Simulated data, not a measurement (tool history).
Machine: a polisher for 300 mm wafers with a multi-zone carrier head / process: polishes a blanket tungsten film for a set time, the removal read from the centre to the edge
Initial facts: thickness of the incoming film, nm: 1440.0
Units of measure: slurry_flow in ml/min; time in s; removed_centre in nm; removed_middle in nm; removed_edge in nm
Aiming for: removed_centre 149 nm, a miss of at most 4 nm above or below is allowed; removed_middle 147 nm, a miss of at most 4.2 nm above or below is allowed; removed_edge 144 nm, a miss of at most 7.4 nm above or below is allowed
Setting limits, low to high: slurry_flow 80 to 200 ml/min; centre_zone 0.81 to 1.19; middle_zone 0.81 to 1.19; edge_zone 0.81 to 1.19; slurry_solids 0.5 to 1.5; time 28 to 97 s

{"run": 1, "day": 0.0, "slurry_flow": 130, "centre_zone": 1, "middle_zone": 1, "edge_zone": 1, "slurry_solids": 1, "time": 62, "removed_centre": 267.26, "removed_middle": 273.7, "removed_edge": 268.85}
{"run": 2, "day": 0.333, "slurry_flow": 130, "centre_zone": 1, "middle_zone": 1, "edge_zone": 1, "slurry_solids": 1.1, "time": 62, "removed_centre": 272.92, "removed_middle": 281.54, "removed_edge": 285.51}
{"run": 3, "day": 0.388, "slurry_flow": 120, "centre_zone": 0.97, "middle_zone": 0.96, "edge_zone": 0.97, "slurry_solids": 0.95, "time": 58, "removed_centre": 234.39, "removed_middle": 245.96, "removed_edge": 246.78}
{"run": 4, "day": 0.708, "slurry_flow": 120, "centre_zone": 0.97, "middle_zone": 0.96, "edge_zone": 0.97, "slurry_solids": 0.95, "time": 51, "removed_centre": 203.03, "removed_middle": 210.19, "removed_edge": 214.1}
{"run": 5, "day": 0.871, "slurry_flow": 120, "centre_zone": 0.97, "middle_zone": 0.93, "edge_zone": 0.97, "slurry_solids": 0.95, "time": 51, "removed_centre": 206.84, "removed_middle": 208.19, "removed_edge": 213.61}
{"run": 6, "day": 1.2, "slurry_flow": 120, "centre_zone": 0.97, "middle_zone": 0.97, "edge_zone": 0.97, "slurry_solids": 0.95, "time": 51, "removed_centre": 204.63, "removed_middle": 215.63, "removed_edge": 216.76}
{"run": 7, "day": 1.462, "slurry_flow": 120, "centre_zone": 0.97, "middle_zone": 0.94, "edge_zone": 0.94, "slurry_solids": 0.85, "time": 49, "removed_centre": 190.54, "removed_middle": 194.57, "removed_edge": 201.19}
{"run": 8, "day": 1.583, "slurry_flow": 120, "centre_zone": 0.99, "middle_zone": 0.96, "edge_zone": 0.91, "slurry_solids": 0.75, "time": 46, "removed_centre": 177.12, "removed_middle": 180.39, "removed_edge": 181.31}
{"run": 9, "day": 1.85, "slurry_flow": 120, "centre_zone": 1, "middle_zone": 0.96, "edge_zone": 0.89, "slurry_solids": 0.7, "time": 45, "removed_centre": 172.97, "removed_middle": 173.93, "removed_edge": 167.8}
{"run": 10, "day": 2.138, "slurry_flow": 115, "centre_zone": 1, "middle_zone": 0.95, "edge_zone": 0.87, "slurry_solids": 0.65, "time": 45, "removed_centre": 167.88, "removed_middle": 166.92, "removed_edge": 165.65}

Which single option among these 5 for the next run brings every result within its allowed miss of target? Just one does.
{"run": "A", "day": 2.425, "slurry_flow": 100, "centre_zone": 1.16, "middle_zone": 0.92, "edge_zone": 0.81, "slurry_solids": 0.65, "time": 38, "removed_centre": "?", "removed_middle": "?", "removed_edge": "?"}
{"run": "B", "day": 2.425, "slurry_flow": 115, "centre_zone": 1, "middle_zone": 1, "edge_zone": 0.86, "slurry_solids": 0.6, "time": 41, "removed_centre": "?", "removed_middle": "?", "removed_edge": "?"}
{"run": "C", "day": 2.425, "slurry_flow": 110, "centre_zone": 1.01, "middle_zone": 0.95, "edge_zone": 0.88, "slurry_solids": 0.5, "time": 43, "removed_centre": "?", "removed_middle": "?", "removed_edge": "?"}
{"run": "D", "day": 2.425, "slurry_flow": 130, "centre_zone": 1.18, "middle_zone": 0.97, "edge_zone": 0.81, "slurry_solids": 0.7, "time": 35, "removed_centre": "?", "removed_middle": "?", "removed_edge": "?"}
{"run": "E", "day": 2.425, "slurry_flow": 100, "centre_zone": 0.87, "middle_zone": 0.98, "edge_zone": 0.89, "slurry_solids": 0.75, "time": 41, "removed_centre": "?", "removed_middle": "?", "removed_edge": "?"}

move=A removed_centre=160.47 removed_middle=134.95 removed_edge=130.4
move=B removed_centre=150.93 removed_middle=155.49 removed_edge=144.15
move=C removed_centre=150.77 removed_middle=148.63 removed_edge=144.75
move=D removed_centre=162.71 removed_middle=138.39 removed_edge=126.88
move=E removed_centre=134.57 removed_middle=158.08 removed_edge=152.24
A: the result that was furthest off in the last run now lies on the other side of its target
B: closes in on the targets versus the last run, not all within tolerance yet
C: meets every target
D: the result that was furthest off in the last run now lies on the other side of its target
E: closes in on the targets versus the last run, not all within tolerance yet
C meets every target.
